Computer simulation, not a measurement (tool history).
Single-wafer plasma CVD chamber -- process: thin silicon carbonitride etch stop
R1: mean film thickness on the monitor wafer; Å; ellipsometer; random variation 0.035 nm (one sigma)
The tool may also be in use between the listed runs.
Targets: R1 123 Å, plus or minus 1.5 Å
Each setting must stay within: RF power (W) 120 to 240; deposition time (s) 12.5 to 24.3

Run 1, hour 0: RF power (W) 180, deposition time (s) 18.4. Result: R1 96.818 Å.
Run 2, hour 3.8: RF power (W) 180, deposition time (s) 16.2. Result: R1 85.502 Å.
Run 3, hour 5.3: RF power (W) 185, deposition time (s) 16.8. Result: R1 89.245 Å.
Run 4, hour 9.8: RF power (W) 185, deposition time (s) 18.8. Result: R1 99.654 Å.
Run 5, hour 12.4: RF power (W) 170, deposition time (s) 18.8. Result: R1 97.154 Å.
Run 6, hour 19.3: RF power (W) 170, deposition time (s) 20.2. Result: R1 104.07 Å.
Run 7, hour 25.8: RF power (W) 180, deposition time (s) 20.3. Result: R1 106.72 Å.
Run 8, hour 27.2: RF power (W) 185, deposition time (s) 20.4. Result: R1 108.16 Å.
Run 9, hour 32.4: RF power (W) 190, deposition time (s) 20.5. Result: R1 109.37 Å.
Run 10, hour 35.8: RF power (W) 195, deposition time (s) 20.6. Result: R1 110.94 Å.
Run 11, hour 43.7: RF power (W) 200, deposition time (s) 20.7. Result: R1 112.35 Å.
Run 12, hour 47.6: RF power (W) 205, deposition time (s) 20.8. Result: R1 113.59 Å.
Run 13, hour 54.8: RF power (W) 205, deposition time (s) 20.8. Result: R1 113.83 Å.
Run 14, hour 61.7: RF power (W) 210, deposition time (s) 20.9. Result: R1 115.6 Å.
Run 15, hour 64.2: RF power (W) 215, deposition time (s) 20.9. Result: R1 115.89 Å.

Of the 5 settings listed for the next run, only one would bring every result within its allowed miss of target. Which one?
Run A, hour 66.7: RF power (W) 195, deposition time (s) 21.7. Result: R1 ?.
Run B, hour 66.7: RF power (W) 220, deposition time (s) 20.2. Result: R1 ?.
Run C, hour 66.7: RF power (W) 210, deposition time (s) 23. Result: R1 ?.
Run D, hour 66.7: RF power (W) 210, deposition time (s) 22.3. Result: R1 ?.
Run E, hour 66.7: RF power (W) 240, deposition time (s) 20.8. Result: R1 ?.

move      R1
   A  117.35
   B  113.18
   C  127.12
   D  123.25
   E  119.56
A: closes in on the targets versus the last run, not all within tolerance yet
B: lands further from the targets than the last run did
C: moves the result that the last run missed by most past its target, out the other side
D: each result inside its tolerance
E: closes in on the targets versus the last run, not all within tolerance yet
Correct choice: D, which meets every target

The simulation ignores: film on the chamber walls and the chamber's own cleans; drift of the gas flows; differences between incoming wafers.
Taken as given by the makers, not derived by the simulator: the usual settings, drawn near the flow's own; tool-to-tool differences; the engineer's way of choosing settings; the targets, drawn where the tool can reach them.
